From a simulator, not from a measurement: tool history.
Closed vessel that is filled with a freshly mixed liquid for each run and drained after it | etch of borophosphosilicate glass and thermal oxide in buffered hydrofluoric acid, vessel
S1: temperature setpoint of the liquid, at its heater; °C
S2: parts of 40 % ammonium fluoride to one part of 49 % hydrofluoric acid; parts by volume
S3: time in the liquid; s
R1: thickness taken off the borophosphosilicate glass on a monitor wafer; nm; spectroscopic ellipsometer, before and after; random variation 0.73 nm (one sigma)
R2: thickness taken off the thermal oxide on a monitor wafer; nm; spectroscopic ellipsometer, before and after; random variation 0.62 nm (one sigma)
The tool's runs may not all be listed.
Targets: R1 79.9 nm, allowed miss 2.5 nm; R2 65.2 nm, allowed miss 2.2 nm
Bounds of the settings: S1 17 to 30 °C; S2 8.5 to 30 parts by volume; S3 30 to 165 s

{"run": 1, "hour": 0.0, "S1": 22, "S2": 23.5, "S3": 85, "R1": 46.986, "R2": 38.241}
{"run": 2, "hour": 3.8, "S1": 23, "S2": 23, "S3": 85, "R1": 50.459, "R2": 41.789}
{"run": 3, "hour": 10.2, "S1": 24, "S2": 22.5, "S3": 85, "R1": 54.481, "R2": 43.721}
{"run": 4, "hour": 12.3, "S1": 20.5, "S2": 22.5, "S3": 85, "R1": 45.275, "R2": 36.345}
{"run": 5, "hour": 16.2, "S1": 22, "S2": 22, "S3": 85, "R1": 48.836, "R2": 39.51}
{"run": 6, "hour": 20.3, "S1": 22, "S2": 15.5, "S3": 85, "R1": 67.845, "R2": 55.805}
{"run": 7, "hour": 21.4, "S1": 22, "S2": 15.5, "S3": 85, "R1": 68.383, "R2": 54.353}
{"run": 8, "hour": 23.2, "S1": 22.5, "S2": 15.5, "S3": 85, "R1": 70.016, "R2": 57.418}
{"run": 9, "hour": 26.5, "S1": 23, "S2": 15.5, "S3": 85, "R1": 71.864, "R2": 58.705}

Which of these 4 next moves meets every target?
{"run": "A", "hour": 29.8, "S1": 17, "S2": 16, "S3": 115, "R1": "?", "R2": "?"}
{"run": "B", "hour": 29.8, "S1": 21.5, "S2": 18.5, "S3": 95, "R1": "?", "R2": "?"}
{"run": "C", "hour": 29.8, "S1": 27.5, "S2": 14.5, "S3": 70, "R1": "?", "R2": "?"}
{"run": "D", "hour": 29.8, "S1": 25.5, "S2": 15.5, "S3": 70, "R1": "?", "R2": "?"}

move=A R1=68.022 R2=53.695
move=B R1=62.535 R2=49.54
move=C R1=81.018 R2=64.329
move=D R1=68.199 R2=54.111
A: further off than the last run
B: further off than the last run
C: meets every target
D: further off than the last run
The right move is C.
